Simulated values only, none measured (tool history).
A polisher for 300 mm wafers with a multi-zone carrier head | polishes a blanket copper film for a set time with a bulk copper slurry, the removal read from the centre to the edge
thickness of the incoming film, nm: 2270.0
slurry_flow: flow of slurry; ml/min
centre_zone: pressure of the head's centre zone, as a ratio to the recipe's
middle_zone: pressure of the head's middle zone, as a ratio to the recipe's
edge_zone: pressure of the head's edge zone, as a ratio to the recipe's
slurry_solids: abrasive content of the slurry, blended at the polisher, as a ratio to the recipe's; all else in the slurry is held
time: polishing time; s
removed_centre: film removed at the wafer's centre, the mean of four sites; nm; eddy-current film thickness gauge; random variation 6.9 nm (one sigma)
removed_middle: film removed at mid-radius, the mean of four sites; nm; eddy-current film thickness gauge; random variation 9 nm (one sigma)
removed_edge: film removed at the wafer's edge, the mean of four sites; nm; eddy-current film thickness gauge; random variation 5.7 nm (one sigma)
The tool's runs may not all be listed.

run,hour,slurry_flow,centre_zone,middle_zone,edge_zone,slurry_solids,time,removed_centre,removed_middle,removed_edge
1,0.0,170,1.00,1.00,1.00,1.00,42,615.76,611.41,629.62
2,0.7,170,1.00,1.00,1.00,1.00,51,753.14,753.80,761.27
3,6.5,170,1.00,1.00,0.97,1.00,51,757.82,729.79,771.06
4,15.4,170,1.00,1.00,0.91,1.00,51,751.36,747.71,738.83
5,18.2,170,1.07,1.00,0.91,1.00,51,806.70,731.11,745.43
6,19.0,160,1.08,0.98,0.89,0.95,51,797.96,732.18,730.82

The next listed run, before its measurement:
7,24.4,165,1.09,0.95,0.89,0.90,50,?,?,?

Run 7 gave removed_centre 791.39 nm, removed_middle 698.64 nm, removed_edge 708.48 nm.
